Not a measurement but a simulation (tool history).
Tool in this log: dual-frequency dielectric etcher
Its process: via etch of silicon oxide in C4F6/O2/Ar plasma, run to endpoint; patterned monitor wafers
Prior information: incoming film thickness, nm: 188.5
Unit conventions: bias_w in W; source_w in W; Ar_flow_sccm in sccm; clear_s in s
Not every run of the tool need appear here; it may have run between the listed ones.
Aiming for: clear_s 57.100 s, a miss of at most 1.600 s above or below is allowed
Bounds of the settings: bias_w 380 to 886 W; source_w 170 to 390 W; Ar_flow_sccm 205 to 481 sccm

run	day	bias_w	source_w	Ar_flow_sccm	clear_s
1	0.000	633	280	343	44.699
2	0.300	633	280	310	44.166
3	0.629	633	280	355	44.183
4	0.671	532	280	355	48.395
5	0.729	515	280	356	49.857
6	0.925	501	280	356	49.489
7	1.075	487	280	357	50.326
# day 1.300: Ar flow controller replaced
8	1.300	475	280	358	51.036
9	1.421	464	280	359	51.733
10	1.712	454	280	360	52.280
11	1.929	454	280	360	51.946

Which of these 5 next moves meets every target?
A	2.146	404	290	319	?
B	2.146	386	250	366	?
C	2.146	589	330	300	?
D	2.146	462	250	333	?
E	2.146	504	240	427	?

move	clear_s
A	53.254
B	57.160
C	43.823
D	52.644
E	52.564
A: nearer the targets than the last run, but a result is still out of spec
B: every result lands within tolerance
C: its largest miss is bigger than the last run's
D: nearer the targets than the last run, but a result is still out of spec
E: nearer the targets than the last run, but a result is still out of spec
Correct choice: B, which meets every target
